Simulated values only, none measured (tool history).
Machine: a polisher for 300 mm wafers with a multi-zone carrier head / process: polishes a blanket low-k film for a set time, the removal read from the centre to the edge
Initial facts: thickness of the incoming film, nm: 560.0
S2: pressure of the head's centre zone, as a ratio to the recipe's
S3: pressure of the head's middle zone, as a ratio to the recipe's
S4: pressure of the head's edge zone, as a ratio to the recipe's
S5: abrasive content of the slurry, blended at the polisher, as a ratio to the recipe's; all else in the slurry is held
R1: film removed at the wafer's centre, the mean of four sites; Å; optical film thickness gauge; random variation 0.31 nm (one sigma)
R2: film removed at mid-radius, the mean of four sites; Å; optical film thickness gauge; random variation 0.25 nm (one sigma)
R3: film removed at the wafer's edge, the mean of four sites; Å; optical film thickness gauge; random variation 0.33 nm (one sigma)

{"run": 1, "hour": 0.0, "flow of slurry (ml/min)": 305, "S2": 1, "S3": 1, "S4": 1, "S5": 1, "polishing time (s)": 81, "R1": 256.37, "R2": 258.81, "R3": 250.11}
{"run": 2, "hour": 8.1, "flow of slurry (ml/min)": 245, "S2": 1, "S3": 1, "S4": 1, "S5": 1, "polishing time (s)": 81, "R1": 247.42, "R2": 250.4, "R3": 246.4}
{"run": 3, "hour": 12.8, "flow of slurry (ml/min)": 295, "S2": 1, "S3": 1, "S4": 1, "S5": 1, "polishing time (s)": 81, "R1": 252.45, "R2": 253.8, "R3": 249.28}
{"run": 4, "hour": 20.4, "flow of slurry (ml/min)": 295, "S2": 0.94, "S3": 1, "S4": 1, "S5": 1, "polishing time (s)": 81, "R1": 237.94, "R2": 258.15, "R3": 256.65}
{"run": 5, "hour": 25.8, "flow of slurry (ml/min)": 310, "S2": 0.99, "S3": 1, "S4": 1.03, "S5": 1.15, "polishing time (s)": 82, "R1": 272.03, "R2": 273.33, "R3": 272.71}
{"run": 6, "hour": 29.4, "flow of slurry (ml/min)": 320, "S2": 1.03, "S3": 1.01, "S4": 1.05, "S5": 1.25, "polishing time (s)": 84, "R1": 296.93, "R2": 295.82, "R3": 296.69}
{"run": 7, "hour": 31.0, "flow of slurry (ml/min)": 340, "S2": 1.07, "S3": 1.01, "S4": 1.05, "S5": 1.3, "polishing time (s)": 85, "R1": 319.51, "R2": 306.88, "R3": 299.41}

Run 8 has not been measured yet. What should we expect?
{"run": 8, "hour": 31.8, "flow of slurry (ml/min)": 350, "S2": 1.1, "S3": 1.01, "S4": 1.06, "S5": 1.35, "polishing time (s)": 86, "R1": "?", "R2": "?", "R3": "?"}

Logged for run 8: R1 342.13 Å, R2 314.52 Å, R3 310.45 Å.
